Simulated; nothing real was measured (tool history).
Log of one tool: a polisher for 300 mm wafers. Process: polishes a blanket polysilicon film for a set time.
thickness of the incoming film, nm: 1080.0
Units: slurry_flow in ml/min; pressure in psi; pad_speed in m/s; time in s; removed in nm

run	hour	slurry_flow	pressure	pad_speed	time	removed
1	0.0	250	3.1	1.20	26	274.54
2	2.5	250	3.1	1.50	26	342.06
3	7.0	250	3.1	1.50	23	302.32
4	15.2	245	2.8	1.50	23	278.53
5	18.3	245	3.6	1.50	23	340.43
6	25.3	235	3.2	1.46	23	301.89
7	26.5	235	3.2	1.46	23	299.73
8	33.7	225	2.9	1.44	23	273.46
9	38.9	220	2.6	1.42	23	245.20
10	41.4	220	2.6	1.42	23	245.13
11	48.2	200	1.7	1.42	23	175.88

Forecast run 12:
12	55.0	195	1.7	1.42	23	?

removed: 175.00 nm
